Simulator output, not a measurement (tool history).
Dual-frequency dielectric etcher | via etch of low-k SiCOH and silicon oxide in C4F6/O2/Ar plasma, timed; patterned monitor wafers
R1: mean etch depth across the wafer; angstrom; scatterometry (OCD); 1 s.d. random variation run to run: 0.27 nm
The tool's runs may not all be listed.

Run 1, hour 0: source power (kW) 0.44, bias power (kW) 0.255, etch time (s) 26. Result: R1 843.7 angstrom.
Run 2, hour 6.5: source power (kW) 0.51, bias power (kW) 0.255, etch time (s) 26. Result: R1 919.21 angstrom.
Run 3, hour 8.9: source power (kW) 0.48, bias power (kW) 0.25, etch time (s) 26. Result: R1 884.55 angstrom.
Run 4, hour 16.2: source power (kW) 0.48, bias power (kW) 0.272, etch time (s) 26. Result: R1 900.28 angstrom.
Run 5, hour 18.2: source power (kW) 0.45, bias power (kW) 0.267, etch time (s) 26. Result: R1 858.51 angstrom.
Run 6, hour 24.2: source power (kW) 0.43, bias power (kW) 0.264, etch time (s) 26. Result: R1 842.14 angstrom.
Run 7, hour 28.9: source power (kW) 0.41, bias power (kW) 0.261, etch time (s) 26. Result: R1 806.97 angstrom.

Expected results for the next run?
Run 8, hour 32.1: source power (kW) 0.4, bias power (kW) 0.26, etch time (s) 26. Result: R1 ?.

Run 8 gave R1 801.53 angstrom.

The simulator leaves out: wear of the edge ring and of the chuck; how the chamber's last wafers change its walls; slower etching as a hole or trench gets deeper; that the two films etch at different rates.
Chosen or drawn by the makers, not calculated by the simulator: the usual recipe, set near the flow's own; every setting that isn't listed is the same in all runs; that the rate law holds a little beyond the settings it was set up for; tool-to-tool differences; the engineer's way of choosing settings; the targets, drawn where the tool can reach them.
